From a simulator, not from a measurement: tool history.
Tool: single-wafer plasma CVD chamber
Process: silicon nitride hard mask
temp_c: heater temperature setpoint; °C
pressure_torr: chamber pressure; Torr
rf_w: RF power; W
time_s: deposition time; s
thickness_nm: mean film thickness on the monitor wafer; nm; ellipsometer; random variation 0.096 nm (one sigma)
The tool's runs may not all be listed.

| run | hour | temp_c | pressure_torr | rf_w | time_s | thickness_nm |
|---|---|---|---|---|---|---|
| 1 | 0 | 400 | 2.03 | 290 | 30.4 | 38.49 |
| 2 | 7.8 | 400 | 1.9 | 285 | 30.4 | 37.243 |
| 3 | 12.7 | 393 | 1.9 | 285 | 30.4 | 37.435 |
| 4 | 20 | 393 | 1.8 | 285 | 30.4 | 36.699 |
| 5 | 24.1 | 393 | 1.72 | 285 | 30.4 | 36.244 |
| 6 | 32.2 | 393 | 1.66 | 285 | 30.4 | 35.738 |
| 7 | 34.8 | 393 | 1.61 | 285 | 30.4 | 35.337 |
| 8 | 37.4 | 393 | 1.58 | 285 | 30.4 | 35.179 |

The next listed run, before its measurement:
| 9 | 43.4 | 393 | 1.55 | 285 | 30.4 | ? |

thickness_nm: 34.79 nm

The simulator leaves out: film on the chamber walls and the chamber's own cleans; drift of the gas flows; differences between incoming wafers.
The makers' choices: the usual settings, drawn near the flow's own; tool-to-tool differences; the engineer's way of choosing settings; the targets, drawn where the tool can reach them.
